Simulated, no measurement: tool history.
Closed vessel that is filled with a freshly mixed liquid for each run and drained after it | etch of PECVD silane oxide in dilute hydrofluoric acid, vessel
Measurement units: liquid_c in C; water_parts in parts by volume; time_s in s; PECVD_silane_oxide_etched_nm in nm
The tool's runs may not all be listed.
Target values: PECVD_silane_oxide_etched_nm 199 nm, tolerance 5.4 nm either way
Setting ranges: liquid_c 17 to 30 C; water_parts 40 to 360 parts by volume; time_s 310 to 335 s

| run | hour | liquid_c | water_parts | time_s | PECVD_silane_oxide_etched_nm |
|---|---|---|---|---|---|
| 1 | 0 | 22 | 200 | 310 | 70.663 |
| 2 | 7.6 | 22 | 270 | 310 | 49.395 |
| 3 | 8.3 | 22 | 270 | 335 | 52.979 |
| 4 | 11.8 | 23.5 | 235 | 335 | 66.923 |
| 5 | 13.5 | 23.5 | 190 | 335 | 86.776 |
| 6 | 22.2 | 24.5 | 170 | 335 | 103.16 |
| 7 | 24.6 | 28.5 | 90 | 335 | 248.88 |
| 8 | 28.4 | 28 | 90 | 335 | 241.77 |
| 9 | 35.3 | 27.5 | 90 | 335 | 238.47 |
| 10 | 44.1 | 27 | 90 | 335 | 233.54 |
| 11 | 48.7 | 26.5 | 90 | 335 | 230.37 |
| 12 | 52.5 | 26 | 90 | 335 | 226.09 |
| 13 | 53.3 | 25.5 | 90 | 335 | 220.14 |

Which one of the following 5 next-run settings gets every result inside its allowed miss? There is exactly one.
| A | 54.1 | 24 | 100 | 335 | ? |
| B | 54.1 | 25.5 | 100 | 320 | ? |
| C | 54.1 | 24 | 90 | 320 | ? |
| D | 54.1 | 26.5 | 85 | 335 | ? |
| E | 54.1 | 26 | 80 | 335 | ? |

| move | PECVD_silane_oxide_etched_nm |
|---|---|
| A | 184.61 |
| B | 187.07 |
| C | 198.38 |
| D | 244.32 |
| E | 256.23 |
A: carries the result that was furthest off beyond its target, to the other side
B: carries the result that was furthest off beyond its target, to the other side
C: all results in spec
D: moves away from the targets compared with the last run
E: moves away from the targets compared with the last run
So the answer is move C, the one that meets all the targets.
